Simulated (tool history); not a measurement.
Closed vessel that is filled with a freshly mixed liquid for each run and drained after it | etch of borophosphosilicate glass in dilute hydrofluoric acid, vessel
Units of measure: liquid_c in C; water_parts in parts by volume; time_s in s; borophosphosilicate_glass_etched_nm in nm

| run | day | liquid_c | water_parts | time_s | borophosphosilicate_glass_etched_nm |
|---|---|---|---|---|---|
| 1 | 0 | 23 | 205 | 90 | 32.762 |
| 2 | 0.079 | 25 | 205 | 90 | 35.095 |
| 3 | 0.304 | 26 | 185 | 90 | 41.876 |
| 4 | 0.446 | 26 | 225 | 90 | 32.943 |
| 5 | 0.712 | 26 | 270 | 90 | 26.138 |
| 6 | 1.046 | 26 | 270 | 90 | 26.168 |
| 7 | 1.096 | 26.5 | 240 | 90 | 30.646 |
| 8 | 1.408 | 27 | 215 | 90 | 35.404 |
| 9 | 1.712 | 27.5 | 190 | 90 | 42.481 |
| 10 | 1.95 | 28 | 175 | 90 | 47.43 |
| 11 | 2.329 | 28.5 | 160 | 90 | 53.701 |
| 12 | 2.412 | 29 | 150 | 90 | 60.001 |
| 13 | 2.496 | 31 | 100 | 90 | 103.8 |
| 14 | 2.712 | 30.5 | 100 | 90 | 101.48 |
| 15 | 2.825 | 30.5 | 100 | 90 | 101.2 |
| 16 | 3.204 | 30 | 100 | 90 | 97.256 |
| 17 | 3.538 | 29.5 | 100 | 90 | 96.277 |
| 18 | 3.6 | 29 | 100 | 90 | 95.425 |
| 19 | 3.908 | 28.5 | 100 | 90 | 93.514 |
|  | 4.088 | hydrofluoric acid flow meter replaced |
| 20 | 4.088 | 28 | 100 | 90 | 80.337 |

What will run 21 give?
| 21 | 4.283 | 28.5 | 100 | 90 | ? |

Run 21 produced borophosphosilicate_glass_etched_nm 82.735 nm.

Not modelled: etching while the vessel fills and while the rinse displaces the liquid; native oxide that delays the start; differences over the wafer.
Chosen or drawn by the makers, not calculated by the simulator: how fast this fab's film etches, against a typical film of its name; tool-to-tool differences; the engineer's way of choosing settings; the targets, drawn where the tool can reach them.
